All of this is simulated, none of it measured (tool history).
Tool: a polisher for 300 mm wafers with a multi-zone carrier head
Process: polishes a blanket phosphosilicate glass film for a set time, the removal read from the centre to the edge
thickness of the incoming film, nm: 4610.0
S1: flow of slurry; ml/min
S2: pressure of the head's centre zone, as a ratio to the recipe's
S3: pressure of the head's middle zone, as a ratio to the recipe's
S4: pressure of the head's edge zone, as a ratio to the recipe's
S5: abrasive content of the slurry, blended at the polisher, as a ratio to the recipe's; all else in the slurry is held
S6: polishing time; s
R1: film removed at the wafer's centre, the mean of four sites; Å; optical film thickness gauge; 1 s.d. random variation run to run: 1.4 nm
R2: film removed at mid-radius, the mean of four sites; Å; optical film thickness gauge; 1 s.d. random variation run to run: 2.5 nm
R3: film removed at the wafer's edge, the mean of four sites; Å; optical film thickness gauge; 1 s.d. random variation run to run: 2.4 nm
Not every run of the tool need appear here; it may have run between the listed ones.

run,day,S1,S2,S3,S4,S5,S6,R1,R2,R3
1,0,320,1,1,1,1,49,3345.7,3263.9,3270.2
2,0.058,320,1,1,1,1,40,2752.3,2716.2,2736.4
3,0.158,380,1,1,1,1,40,2783.4,2794.1,2794.6
4,0.45,380,1,1,1,1,45,3103.9,3113.7,3100.8
5,0.704,380,1.06,1,1,1,45,3246.1,3100.5,3094.6
6,1.058,380,1.01,0.98,1.01,0.85,41,2572.3,2514.3,2646.4
7,1.367,375,0.98,0.97,0.98,0.75,40,2246.6,2260.2,2359.4

What will run 8 give?
8,1.579,370,0.94,0.94,0.95,0.7,40,?,?,?

R1: 2095.5 Å
R2: 2108.7 Å
R3: 2210.5 Å
